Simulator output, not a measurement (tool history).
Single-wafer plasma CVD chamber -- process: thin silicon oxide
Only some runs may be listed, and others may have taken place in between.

| run | hour | heater temperature setpoint (K) | chamber pressure (Pa) | RF power (W) | deposition time (s) | mean film thickness on the monitor wafer (Å) |
|---|---|---|---|---|---|---|
| 1 | 0.0 | 678.15 | 78.9 | 365 | 2.93 | 38.726 |
| 2 | 4.0 | 678.15 | 78.9 | 395 | 2.93 | 39.784 |
| 3 | 6.8 | 678.15 | 78.9 | 395 | 2.80 | 37.887 |
| 4 | 10.1 | 678.15 | 78.9 | 435 | 2.80 | 39.126 |
| 5 | 12.5 | 678.15 | 74.0 | 435 | 2.80 | 36.700 |
| 6 | 14.8 | 678.15 | 76.9 | 435 | 2.80 | 38.172 |
| 7 | 19.7 | 678.15 | 79.5 | 435 | 2.80 | 39.615 |
| 8 | 21.5 | 678.15 | 81.5 | 435 | 2.80 | 40.232 |
| 9 | 25.8 | 678.15 | 83.6 | 435 | 2.80 | 41.452 |
| 10 | 32.9 | 678.15 | 85.3 | 435 | 2.80 | 42.195 |
| 11 | 41.8 | 678.15 | 86.8 | 435 | 2.80 | 43.145 |
| 12 | 47.6 | 678.15 | 88.0 | 435 | 2.80 | 43.635 |

Run 13 comes next. What will it give?
| 13 | 48.7 | 678.15 | 89.1 | 435 | 2.80 | ? |

mean film thickness on the monitor wafer (Å): 44.016
